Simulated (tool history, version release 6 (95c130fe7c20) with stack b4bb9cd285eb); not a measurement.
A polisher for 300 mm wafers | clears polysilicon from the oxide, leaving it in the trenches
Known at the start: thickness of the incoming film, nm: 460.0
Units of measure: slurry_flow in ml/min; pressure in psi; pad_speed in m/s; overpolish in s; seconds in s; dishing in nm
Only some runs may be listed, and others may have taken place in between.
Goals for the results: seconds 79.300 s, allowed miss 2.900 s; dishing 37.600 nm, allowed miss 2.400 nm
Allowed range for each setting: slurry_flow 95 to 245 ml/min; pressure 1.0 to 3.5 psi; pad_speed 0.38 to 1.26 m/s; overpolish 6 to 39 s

run 1 hour=0.0 | slurry_flow=155 pressure=2.2 pad_speed=0.82 overpolish=20 | seconds=51.823 dishing=44.694
run 2 hour=1.4 | slurry_flow=155 pressure=2.2 pad_speed=0.82 overpolish=12 | seconds=51.938 dishing=41.070
run 3 hour=2.6 | slurry_flow=140 pressure=2.2 pad_speed=0.82 overpolish=12 | seconds=51.590 dishing=40.077
run 4 hour=6.4 | slurry_flow=140 pressure=2.0 pad_speed=0.82 overpolish=11 | seconds=58.340 dishing=39.120
run 5 hour=15.0 | slurry_flow=140 pressure=2.4 pad_speed=0.82 overpolish=11 | seconds=48.243 dishing=39.593
run 6 hour=18.1 | slurry_flow=135 pressure=2.2 pad_speed=0.82 overpolish=10 | seconds=52.837 dishing=38.375
run 7 hour=22.6 | slurry_flow=145 pressure=1.6 pad_speed=0.78 overpolish=20 | seconds=72.941 dishing=42.847
run 8 hour=26.2 | slurry_flow=140 pressure=1.6 pad_speed=0.78 overpolish=18 | seconds=72.415 dishing=41.649
run 9 hour=26.8 | slurry_flow=100 pressure=1.4 pad_speed=0.78 overpolish=8 | seconds=86.488 dishing=29.693

Next run, 4 choices. One meets every target within its allowed miss, the rest don't. Which?
run A hour=27.4 | slurry_flow=130 pressure=1.7 pad_speed=0.68 overpolish=14 | seconds=? dishing=?
run B hour=27.4 | slurry_flow=120 pressure=1.7 pad_speed=0.76 overpolish=9 | seconds=? dishing=?
run C hour=27.4 | slurry_flow=120 pressure=1.7 pad_speed=0.78 overpolish=12 | seconds=? dishing=?
run D hour=27.4 | slurry_flow=120 pressure=1.5 pad_speed=0.78 overpolish=9 | seconds=? dishing=?

move=A seconds=78.007 dishing=37.830
move=B seconds=71.839 dishing=33.249
move=C seconds=70.246 dishing=37.282
move=D seconds=77.919 dishing=32.060
A: all results land within tolerance of their targets
B: an improvement on the last run, though not all results are within tolerance
C: gets the furthest-off result to its target, but another result is out of tolerance
D: an improvement on the last run, though not all results are within tolerance
A is the move that brings every result within its allowed miss.
